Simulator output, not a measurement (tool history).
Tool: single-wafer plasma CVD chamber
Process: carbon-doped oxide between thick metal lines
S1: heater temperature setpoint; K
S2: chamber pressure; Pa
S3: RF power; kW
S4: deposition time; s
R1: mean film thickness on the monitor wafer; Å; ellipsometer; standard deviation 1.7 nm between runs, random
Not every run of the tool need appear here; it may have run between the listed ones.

Run 1, day 0.000: S1 618.15 K, S2 519 Pa, S3 0.625 kW, S4 76 s. Result: R1 3966.9 Å.
Run 2, day 0.188: S1 614.15 K, S2 519 Pa, S3 0.625 kW, S4 76 s. Result: R1 3964.7 Å.
Run 3, day 0.508: S1 606.15 K, S2 519 Pa, S3 0.625 kW, S4 76 s. Result: R1 4044.5 Å.
Run 4, day 0.788: S1 606.15 K, S2 519 Pa, S3 0.545 kW, S4 76 s. Result: R1 3647.9 Å.
Run 5, day 0.942: S1 606.15 K, S2 500 Pa, S3 0.520 kW, S4 76 s. Result: R1 3542.5 Å.
Run 6, day 1.304: S1 606.15 K, S2 409 Pa, S3 0.520 kW, S4 76 s. Result: R1 3448.0 Å.
Run 7, day 1.367: S1 606.15 K, S2 395 Pa, S3 0.510 kW, S4 76 s. Result: R1 3411.8 Å.

What will run 8 give?
Run 8, day 1.567: S1 606.15 K, S2 385 Pa, S3 0.500 kW, S4 76 s. Result: R1 ?.

R1: 3324.9 Å

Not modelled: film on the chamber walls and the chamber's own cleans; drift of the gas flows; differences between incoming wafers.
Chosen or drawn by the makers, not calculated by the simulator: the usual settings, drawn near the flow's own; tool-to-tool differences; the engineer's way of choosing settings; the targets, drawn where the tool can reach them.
